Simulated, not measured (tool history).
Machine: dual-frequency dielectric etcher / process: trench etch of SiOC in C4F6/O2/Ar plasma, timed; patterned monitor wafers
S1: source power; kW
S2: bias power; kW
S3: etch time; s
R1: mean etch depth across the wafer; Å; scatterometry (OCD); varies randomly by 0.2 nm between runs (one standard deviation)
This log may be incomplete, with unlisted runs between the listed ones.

run	hour	S1	S2	S3	R1
1	0	0.33	0.209	22.5	409.58
2	8.2	0.35	0.209	22.5	414.46
3	13.2	0.4	0.209	22.5	437.19
4	16.3	0.38	0.202	22.5	428.45
5	24.5	0.36	0.195	22.5	414.42
6	26.4	0.36	0.168	22.5	404.94
7	28.1	0.34	0.163	22.5	390.14
8	29.5	0.33	0.16	22.5	381.68
9	37.6	0.33	0.16	22.5	387.9
10	43.1	0.32	0.157	22.5	378.78
11	47.2	0.31	0.155	22.5	374.29
12	52.2	0.31	0.154	22.5	374.44
13	55.5	0.31	0.153	22.5	372.49

Run 14, settings as shown, results not yet in. Your forecast:
14	61.9	0.31	0.152	22.5	?

{"run 14": {"R1": 372.81}}
